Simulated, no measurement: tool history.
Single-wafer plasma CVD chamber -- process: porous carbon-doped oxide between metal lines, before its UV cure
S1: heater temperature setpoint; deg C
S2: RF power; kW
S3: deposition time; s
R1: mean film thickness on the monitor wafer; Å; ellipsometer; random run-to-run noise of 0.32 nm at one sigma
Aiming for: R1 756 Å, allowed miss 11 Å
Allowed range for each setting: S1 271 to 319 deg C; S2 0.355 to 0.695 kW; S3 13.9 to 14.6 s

run,day,S1,S2,S3,R1
1,0,295,0.525,14.6,848.8
2,0.042,295,0.525,13.9,811.28
3,0.292,300,0.525,13.9,781.55
4,0.525,300,0.525,13.9,783.31
5,0.554,300,0.525,13.9,780.68
6,0.646,301,0.525,13.9,776.89
7,0.95,302,0.525,13.9,774.74
8,1.05,303,0.525,13.9,767.53

Exactly one of the 4 candidate moves below puts every result within its allowed miss. Which one?
A,1.15,300,0.5,14.2,?
B,1.15,296,0.46,14,?
C,1.15,312,0.495,14.6,?
D,1.15,306,0.555,13.9,?

move,R1
A,780.97
B,755
C,740.57
D,780.75
A: the biggest miss grows against the last run
B: all results in spec
C: moves the result that the last run missed by most past its target, out the other side
D: the biggest miss grows against the last run
Answer: B
